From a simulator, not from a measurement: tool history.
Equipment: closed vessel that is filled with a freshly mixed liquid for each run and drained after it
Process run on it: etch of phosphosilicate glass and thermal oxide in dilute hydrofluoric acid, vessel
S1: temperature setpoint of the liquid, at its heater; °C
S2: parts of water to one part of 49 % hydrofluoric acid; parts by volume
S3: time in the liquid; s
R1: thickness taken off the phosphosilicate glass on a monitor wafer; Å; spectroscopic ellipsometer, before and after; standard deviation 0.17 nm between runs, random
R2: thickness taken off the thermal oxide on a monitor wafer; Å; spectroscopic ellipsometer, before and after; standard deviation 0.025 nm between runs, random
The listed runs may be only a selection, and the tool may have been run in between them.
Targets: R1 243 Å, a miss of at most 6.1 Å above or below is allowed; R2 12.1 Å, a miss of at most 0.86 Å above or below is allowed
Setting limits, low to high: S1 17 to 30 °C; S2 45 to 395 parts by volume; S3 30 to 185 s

run,hour,S1,S2,S3,R1,R2
1,0,22,220,95,330,15.729
2,7.7,20,220,95,305.16,15.632
3,13.6,20,220,115,368.08,18.737
4,22.1,20,235,115,338.31,16.924
5,26.7,20,245,115,328.72,15.984
6,27.5,18,245,115,301.6,15.112
7,28.4,18,250,115,293.8,13.846
8,33.7,18,255,115,288.94,14.493
# hour 37.2: hydrofluoric acid flow meter replaced
9,37.2,18,260,115,259.95,13.023
10,38.1,17.5,265,115,254.44,12.389

Exactly one of the 5 candidate moves below puts every result within its allowed miss. Which one?
A,39,18,315,150,?,?
B,39,17.5,270,125,?,?
C,39,19,265,105,?,?
D,39,19,340,155,?,?
E,39,19.5,285,125,?,?

move,R1,R2
A,271.2,13.171
B,268.89,13.059
C,244.68,11.883
D,263.7,12.807
E,271.04,13.164
A: moves away from the targets compared with the last run
B: moves away from the targets compared with the last run
C: every result lands within tolerance
D: moves away from the targets compared with the last run
E: moves away from the targets compared with the last run
The move that meets every target is C.
